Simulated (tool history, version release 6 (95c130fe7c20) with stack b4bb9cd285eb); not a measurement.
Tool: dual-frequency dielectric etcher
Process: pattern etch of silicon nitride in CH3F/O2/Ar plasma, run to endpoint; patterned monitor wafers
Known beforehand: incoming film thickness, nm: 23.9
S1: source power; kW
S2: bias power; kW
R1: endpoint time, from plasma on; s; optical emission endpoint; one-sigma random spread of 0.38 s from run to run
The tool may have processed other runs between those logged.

run  hour    S1     S2      R1
  1     0  0.35  0.091  31.171
  2   5.1   0.3  0.079   35.78
  3   8.8   0.3  0.088  34.143
  4  15.7  0.27   0.08  36.699
  5  24.6  0.27  0.092  34.629
     30.6  -- source power generator calibrated
  6  30.6  0.22  0.092  38.546
  7  33.1  0.22  0.083  39.761
  8  36.6  0.22  0.077  41.059
  9  42.4  0.22  0.074   41.65

Run 10 has not been measured yet. What should we expect?
 10  48.8  0.22  0.072   ?

R1: 42.317 s
